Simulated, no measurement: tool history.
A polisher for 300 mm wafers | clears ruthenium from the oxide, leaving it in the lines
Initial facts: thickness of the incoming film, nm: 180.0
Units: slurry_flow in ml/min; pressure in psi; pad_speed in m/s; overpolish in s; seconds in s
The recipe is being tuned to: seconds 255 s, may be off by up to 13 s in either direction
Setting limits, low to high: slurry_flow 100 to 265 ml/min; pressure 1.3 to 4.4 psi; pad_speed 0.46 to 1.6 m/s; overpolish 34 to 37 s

run	hour	slurry_flow	pressure	pad_speed	overpolish	seconds
1	0	170	2.8	1.02	34	125.24
2	5.9	145	2.8	1.02	34	126.34
3	10.4	145	2.4	0.98	34	158.54
4	14.3	180	2.4	0.98	34	149.75
5	20.9	175	2.1	0.96	34	170.26
6	28.8	175	2.1	0.96	34	173.89
7	29.6	170	1.3	0.84	34	323.83
8	36.7	185	1.8	0.84	34	231.15

4 next moves are on the table. One of them brings every result within its allowed miss. Which?
A	43.8	170	1.6	0.84	36	?
B	43.8	190	2	0.82	35	?
C	43.8	160	2	0.92	37	?
D	43.8	260	1.4	1.2	34	?

move	seconds
A	260.28
B	211.57
C	194.75
D	197.39
A: every result lands within tolerance
B: moves away from the targets compared with the last run
C: moves away from the targets compared with the last run
D: moves away from the targets compared with the last run
The move that meets every target is A.
